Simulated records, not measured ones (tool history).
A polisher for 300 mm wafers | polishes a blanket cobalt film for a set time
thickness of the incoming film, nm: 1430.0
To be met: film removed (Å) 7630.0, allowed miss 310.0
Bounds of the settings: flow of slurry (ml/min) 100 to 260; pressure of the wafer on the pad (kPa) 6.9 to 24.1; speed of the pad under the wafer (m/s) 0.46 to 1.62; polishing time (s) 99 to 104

run  hour  flow of slurry (ml/min)  pressure of the wafer on the pad (kPa)  speed of the pad under the wafer (m/s)  polishing time (s)  film removed (Å)
  1   0.0                      165                                    15.2                                    1.04                  99            5216.4
  2   7.3                      165                                    16.5                                    1.04                  99            5816.7
  3  16.0                      165                                    17.2                                    1.04                  99            6021.1
  4  22.9                      165                                    17.2                                    0.80                  99            4813.8
     26.8  -- head pressure recalibrated
  5  26.8                      165                                    17.2                                    0.80                  99            4429.2
  6  33.1                      165                                    18.6                                    0.82                  99            4828.5
  7  36.6                      165                                    20.0                                    0.86                  99            5469.1
  8  38.2                      180                                    24.1                                    0.92                  99            7038.6
  9  42.1                      180                                    24.1                                    0.94                  99            7155.1
 10  43.2                      180                                    24.1                                    0.96                  99            7318.3

5 next moves are on the table. One of them brings every result within its allowed miss. Which?
  A  44.3                      175                                    22.1                                    1.00                  99                 ?
  B  44.3                      190                                    23.4                                    0.92                  99                 ?
  C  44.3                      200                                    22.1                                    0.96                  99                 ?
  D  44.3                      185                                    24.1                                    1.02                  99                 ?
  E  44.3                      210                                    20.7                                    1.02                 100                 ?

move  film removed (Å)
   A            6989.7
   B            6957.0
   C            6868.3
   D            7840.8
   E            6934.3
A: further off than the last run
B: further off than the last run
C: further off than the last run
D: meets every target
E: further off than the last run
Move D is the one to make.
